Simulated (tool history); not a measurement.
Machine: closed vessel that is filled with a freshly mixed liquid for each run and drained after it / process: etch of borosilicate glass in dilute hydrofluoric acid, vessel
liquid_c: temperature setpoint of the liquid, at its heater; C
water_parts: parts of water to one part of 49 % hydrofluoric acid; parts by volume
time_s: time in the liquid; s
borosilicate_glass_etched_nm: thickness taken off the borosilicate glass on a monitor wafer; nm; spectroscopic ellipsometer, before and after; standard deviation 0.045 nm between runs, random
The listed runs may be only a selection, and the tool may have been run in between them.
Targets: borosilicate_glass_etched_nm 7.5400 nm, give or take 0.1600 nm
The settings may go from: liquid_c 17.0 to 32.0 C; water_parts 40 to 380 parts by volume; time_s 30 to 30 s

run  hour  liquid_c  water_parts  time_s  borosilicate_glass_etched_nm
  1   0.0      24.0          210      30                        3.4458
  2   1.0      25.5          210      30                        3.6480
  3   7.2      28.5          210      30                        4.0952
  4  13.0      29.0          195      30                        4.5401
  5  15.2      29.5          185      30                        4.9680
  6  20.9      30.0          175      30                        5.3837
  7  25.7      30.5          170      30                        5.6291
  8  29.2      32.0          120      30                        9.0619
  9  36.7      31.0          120      30                        8.6125
 10  41.8      30.5          120      30                        8.5390
 11  45.2      30.0          120      30                        8.5021
 12  49.8      29.5          120      30                        8.2606
 13  56.0      29.0          120      30                        8.1501
 14  63.6      28.5          120      30                        7.9447
 15  72.9      28.0          120      30                        7.8451

Which single option among these 4 for the next run brings every result within its allowed miss of target? Just one does.
  A  82.2      26.0          115      30                             ?
  B  82.2      29.0          135      30                             ?
  C  82.2      30.5          140      30                             ?
  D  82.2      28.5          120      30                             ?

move  borosilicate_glass_etched_nm
   A                        7.5015
   B                        6.9721
   C                        7.0535
   D                        7.8530
A: every result within its allowed miss
B: moves the result that the last run missed by most past its target, out the other side
C: moves the result that the last run missed by most past its target, out the other side
D: as far off as the last run
Move A is the one to make.

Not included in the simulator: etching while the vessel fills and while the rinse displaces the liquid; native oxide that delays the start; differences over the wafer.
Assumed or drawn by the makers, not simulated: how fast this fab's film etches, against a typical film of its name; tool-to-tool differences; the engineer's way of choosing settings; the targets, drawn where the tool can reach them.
